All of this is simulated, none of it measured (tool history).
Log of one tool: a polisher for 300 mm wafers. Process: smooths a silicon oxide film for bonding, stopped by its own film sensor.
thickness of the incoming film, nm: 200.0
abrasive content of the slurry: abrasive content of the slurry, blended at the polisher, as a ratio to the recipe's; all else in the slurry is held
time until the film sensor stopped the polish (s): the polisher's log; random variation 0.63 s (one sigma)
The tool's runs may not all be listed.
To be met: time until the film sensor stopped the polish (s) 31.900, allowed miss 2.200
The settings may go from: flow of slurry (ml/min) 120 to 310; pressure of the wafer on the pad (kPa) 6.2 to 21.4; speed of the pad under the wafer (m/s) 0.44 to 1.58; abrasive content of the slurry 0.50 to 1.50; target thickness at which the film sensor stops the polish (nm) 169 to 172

run,hour,flow of slurry (ml/min),pressure of the wafer on the pad (kPa),speed of the pad under the wafer (m/s),abrasive content of the slurry,target thickness at which the film sensor stops the polish (nm),time until the film sensor stopped the polish (s)
1,0.0,200,13.8,1.00,1.00,169,41.315
2,3.6,200,13.8,1.00,0.90,169,43.063
3,5.0,200,13.8,1.00,0.90,169,41.814
4,5.9,240,13.8,1.00,0.90,169,42.830
5,12.0,240,14.5,1.02,0.90,169,39.777
6,15.9,240,14.5,1.02,0.70,169,44.959
7,17.7,240,15.2,1.04,0.70,169,40.431
8,26.4,240,15.9,1.04,0.70,169,38.672
9,31.9,240,16.5,1.04,0.70,169,36.712
10,39.1,240,17.2,1.04,0.70,169,35.774
11,46.4,240,17.2,1.04,0.70,169,35.532
12,52.2,240,17.9,1.06,0.70,169,35.326

5 next moves are on the table. One of them brings every result within its allowed miss. Which?
A,58.0,200,20.0,1.08,0.85,172,?
B,58.0,220,17.2,1.12,0.75,171,?
C,58.0,235,16.5,1.10,0.75,169,?
D,58.0,280,18.6,1.32,0.60,172,?
E,58.0,190,20.7,1.08,0.70,172,?

move,time until the film sensor stopped the polish (s)
A,26.511
B,31.929
C,35.588
D,27.280
E,27.521
A: takes the result that was furthest off past its target
B: meets every target
C: further off than the last run
D: takes the result that was furthest off past its target
E: takes the result that was furthest off past its target
Move B is the one to make.

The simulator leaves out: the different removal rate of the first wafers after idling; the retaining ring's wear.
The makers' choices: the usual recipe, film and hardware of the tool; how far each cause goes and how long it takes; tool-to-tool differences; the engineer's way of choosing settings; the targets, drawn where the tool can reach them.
